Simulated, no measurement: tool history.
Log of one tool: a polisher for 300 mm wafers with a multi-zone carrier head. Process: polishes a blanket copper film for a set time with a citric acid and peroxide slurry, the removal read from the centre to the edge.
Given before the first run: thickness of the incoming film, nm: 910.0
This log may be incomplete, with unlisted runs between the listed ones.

run	day	flow of slurry (ml/min)	pressure of the head's centre zone	pressure of the head's middle zone	pressure of the head's edge zone	abrasive content of the slurry	polishing time (s)	film removed at the wafer's centre (angstrom)	film removed at mid-radius (angstrom)	film removed at the wafer's edge (angstrom)
1	0.000	195	1.00	1.00	1.00	1.00	65	1888.0	1921.0	1902.6
2	0.350	185	0.99	0.96	0.96	0.85	64	1738.3	1730.8	1780.5
3	0.446	235	0.99	0.96	0.96	0.85	64	1810.4	1740.5	1799.5
4	0.700	235	0.99	0.96	0.96	0.85	74	2078.0	2042.8	2053.2
5	0.942	245	0.99	0.94	0.93	0.75	70	1898.5	1848.0	1904.3
6	1.233	250	1.00	0.93	0.91	0.70	67	1798.5	1718.0	1736.9
7	1.454	245	1.00	0.90	0.89	0.65	66	1746.8	1599.6	1680.3
8	1.750	245	1.00	0.90	0.89	0.65	66	1757.3	1582.4	1630.8
9	1.992	230	0.98	0.88	0.87	0.65	66	1690.7	1555.4	1622.9
10	2.121	175	0.98	0.83	0.81	0.50	64	1419.0	1269.4	1385.6
11	2.375	190	0.98	0.84	0.82	0.50	64	1439.7	1294.6	1393.3

Predict the results of run 12:
12	2.458	205	0.98	0.85	0.83	0.50	64	?	?	?

Run 12 measured film removed at the wafer's centre (angstrom) 1477.7, film removed at mid-radius (angstrom) 1320.3, film removed at the wafer's edge (angstrom) 1396.9.

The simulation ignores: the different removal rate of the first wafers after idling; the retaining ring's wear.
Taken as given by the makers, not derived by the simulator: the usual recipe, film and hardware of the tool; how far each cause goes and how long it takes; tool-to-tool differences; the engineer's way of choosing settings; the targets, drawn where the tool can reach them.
